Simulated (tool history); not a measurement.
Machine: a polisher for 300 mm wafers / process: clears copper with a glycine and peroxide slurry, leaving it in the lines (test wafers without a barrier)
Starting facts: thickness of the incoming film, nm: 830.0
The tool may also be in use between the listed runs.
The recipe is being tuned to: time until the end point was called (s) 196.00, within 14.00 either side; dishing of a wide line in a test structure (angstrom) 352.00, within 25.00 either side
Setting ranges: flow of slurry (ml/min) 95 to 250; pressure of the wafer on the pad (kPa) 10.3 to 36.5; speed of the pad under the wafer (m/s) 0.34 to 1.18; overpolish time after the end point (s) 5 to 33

run	hour	flow of slurry (ml/min)	pressure of the wafer on the pad (kPa)	speed of the pad under the wafer (m/s)	overpolish time after the end point (s)	time until the end point was called (s)	dishing of a wide line in a test structure (angstrom)
1	0.0	160	23.4	0.76	17	154.29	682.13
2	2.8	160	22.8	0.76	16	156.23	639.57
3	8.2	160	17.2	0.76	16	184.51	554.88
4	9.2	140	17.2	0.76	16	183.92	543.15
5	17.4	140	17.2	0.76	19	191.90	648.40
6	20.9	140	17.2	0.76	18	186.66	608.79
7	25.2	140	17.2	0.76	17	185.45	593.95
8	29.0	140	17.2	0.76	16	184.55	536.42
9	34.2	145	14.5	0.76	8	202.72	292.88
10	40.1	145	15.2	0.76	9	194.04	321.95

Of the 5 settings listed for the next run, only one would bring every result within its allowed miss of target. Which one?
A	46.0	125	13.1	0.72	12	?	?
B	46.0	100	17.9	0.94	11	?	?
C	46.0	140	15.9	0.76	10	?	?
D	46.0	110	17.9	0.86	10	?	?
E	46.0	150	10.3	0.70	13	?	?

move	time until the end point was called (s)	dishing of a wide line in a test structure (angstrom)
A	228.31	369.62
B	166.08	452.32
C	197.30	359.18
D	175.34	398.56
E	248.62	366.35
A: the furthest-off result lands on target, but another misses its tolerance
B: the result that was furthest off in the last run now lies on the other side of its target
C: in spec on every target
D: the result that was furthest off in the last run now lies on the other side of its target
E: the furthest-off result lands on target, but another misses its tolerance
Correct choice: C, which meets every target

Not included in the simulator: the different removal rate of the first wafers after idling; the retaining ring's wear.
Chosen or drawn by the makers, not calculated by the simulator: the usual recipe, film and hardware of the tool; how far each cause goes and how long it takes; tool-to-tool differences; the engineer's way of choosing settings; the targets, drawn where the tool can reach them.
